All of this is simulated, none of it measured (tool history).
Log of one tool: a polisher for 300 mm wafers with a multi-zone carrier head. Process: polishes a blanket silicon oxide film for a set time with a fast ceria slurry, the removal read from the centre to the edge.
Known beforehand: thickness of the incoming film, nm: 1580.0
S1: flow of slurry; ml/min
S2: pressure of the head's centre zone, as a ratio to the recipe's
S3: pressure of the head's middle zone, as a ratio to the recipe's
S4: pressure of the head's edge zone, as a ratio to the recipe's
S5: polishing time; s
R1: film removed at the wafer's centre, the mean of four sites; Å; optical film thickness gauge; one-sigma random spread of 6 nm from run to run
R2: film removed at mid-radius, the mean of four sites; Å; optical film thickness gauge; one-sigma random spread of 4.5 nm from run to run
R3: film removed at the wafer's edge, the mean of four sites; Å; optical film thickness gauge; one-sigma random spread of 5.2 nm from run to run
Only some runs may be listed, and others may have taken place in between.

run	day	S1	S2	S3	S4	S5	R1	R2	R3
1	0	290	1	1	1	49	3252.7	3210.2	3247.1
2	0.3	290	1	1	1.05	49	3244	3193.1	3304.1
3	0.588	290	1	1	1.05	56	3716.6	3735.2	3789.3
4	0.796	290	1	1	0.98	56	3673.6	3659.2	3729.2
5	1.083	290	1	1.01	0.98	57	3698.7	3761.6	3891.6
6	1.458	290	1.04	1.01	0.98	57	3903.4	3784.8	3778.3
7	1.646	290	1.04	1.02	0.98	57	3819.3	3775.5	3732.2
8	1.946	290	1.04	1.02	0.98	58	3985.2	3840.4	3878.5
9	2.079	290	1.04	1.03	0.98	58	3939.7	3944.7	3963.7

Estimate the outcome of run 10 from the log above:
10	2.154	295	1.05	1.04	0.98	58	?	?	?

Logged for run 10: R1 3959.1 Å, R2 4002.3 Å, R3 3865.7 Å.

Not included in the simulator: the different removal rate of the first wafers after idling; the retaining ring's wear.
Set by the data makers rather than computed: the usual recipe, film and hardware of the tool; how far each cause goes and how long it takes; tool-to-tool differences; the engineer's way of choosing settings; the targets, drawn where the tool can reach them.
